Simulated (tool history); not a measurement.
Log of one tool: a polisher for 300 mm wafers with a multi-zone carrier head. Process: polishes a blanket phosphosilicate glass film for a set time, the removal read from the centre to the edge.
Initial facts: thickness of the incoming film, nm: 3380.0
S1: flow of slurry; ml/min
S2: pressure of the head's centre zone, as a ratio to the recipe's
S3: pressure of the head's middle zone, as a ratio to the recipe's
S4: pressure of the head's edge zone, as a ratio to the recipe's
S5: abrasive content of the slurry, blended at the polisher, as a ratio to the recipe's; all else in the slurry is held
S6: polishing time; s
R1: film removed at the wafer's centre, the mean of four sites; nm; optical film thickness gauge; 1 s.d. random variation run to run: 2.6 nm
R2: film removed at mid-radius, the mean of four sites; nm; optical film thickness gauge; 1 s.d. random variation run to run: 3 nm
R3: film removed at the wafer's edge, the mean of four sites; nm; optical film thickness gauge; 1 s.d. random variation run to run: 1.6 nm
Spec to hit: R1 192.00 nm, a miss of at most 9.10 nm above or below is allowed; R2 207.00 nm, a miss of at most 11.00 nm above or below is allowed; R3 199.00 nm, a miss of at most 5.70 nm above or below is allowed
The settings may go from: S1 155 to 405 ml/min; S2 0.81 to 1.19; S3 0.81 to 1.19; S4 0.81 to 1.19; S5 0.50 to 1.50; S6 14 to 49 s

run 1 hour=0.0 | S1=260 S2=1.00 S3=1.00 S4=1.00 S5=1.00 S6=31 | R1=322.30 R2=333.19 R3=325.58
run 2 hour=8.6 | S1=260 S2=1.04 S3=1.00 S4=1.00 S5=1.00 S6=31 | R1=337.72 R2=328.62 R3=324.80
run 3 hour=15.5 | S1=260 S2=1.04 S3=0.93 S4=1.00 S5=1.00 S6=31 | R1=334.93 R2=314.31 R3=326.98
run 4 hour=23.9 | S1=260 S2=1.04 S3=0.93 S4=1.07 S5=1.00 S6=31 | R1=339.96 R2=322.29 R3=336.04
run 5 hour=24.5 | S1=260 S2=1.04 S3=0.93 S4=1.07 S5=1.15 S6=31 | R1=343.12 R2=327.31 R3=346.53
run 6 hour=28.3 | S1=255 S2=1.02 S3=0.94 S4=1.05 S5=1.00 S6=29 | R1=313.04 R2=296.38 R3=311.51
run 7 hour=29.0 | S1=255 S2=0.99 S3=0.96 S4=1.03 S5=0.90 S6=27 | R1=266.70 R2=268.64 R3=275.77
run 8 hour=32.5 | S1=250 S2=0.95 S3=0.96 S4=0.93 S5=0.65 S6=25 | R1=213.56 R2=220.92 R3=216.08
run 9 hour=41.4 | S1=245 S2=0.94 S3=0.96 S4=0.91 S5=0.65 S6=25 | R1=207.35 R2=216.70 R3=214.54

Which one of the following 4 next-run settings gets every result inside its allowed miss? There is exactly one.
run A hour=50.3 | S1=235 S2=0.81 S3=0.93 S4=0.94 S5=0.75 S6=25 | R1=? R2=? R3=?
run B hour=50.3 | S1=200 S2=0.84 S3=0.91 S4=0.96 S5=0.80 S6=25 | R1=? R2=? R3=?
run C hour=50.3 | S1=245 S2=1.09 S3=1.01 S4=0.84 S5=1.00 S6=20 | R1=? R2=? R3=?
run D hour=50.3 | S1=225 S2=0.94 S3=0.98 S4=0.92 S5=1.00 S6=20 | R1=? R2=? R3=?

move=A R1=180.96 R2=231.70 R3=224.34
move=B R1=186.94 R2=227.63 R3=227.59
move=C R1=216.97 R2=218.62 R3=189.27
move=D R1=184.51 R2=211.39 R3=195.23
A: its largest miss is bigger than the last run's
B: its largest miss is bigger than the last run's
C: moves the result that the last run missed by most past its target, out the other side
D: meets every target
Go with D: it meets all targets.
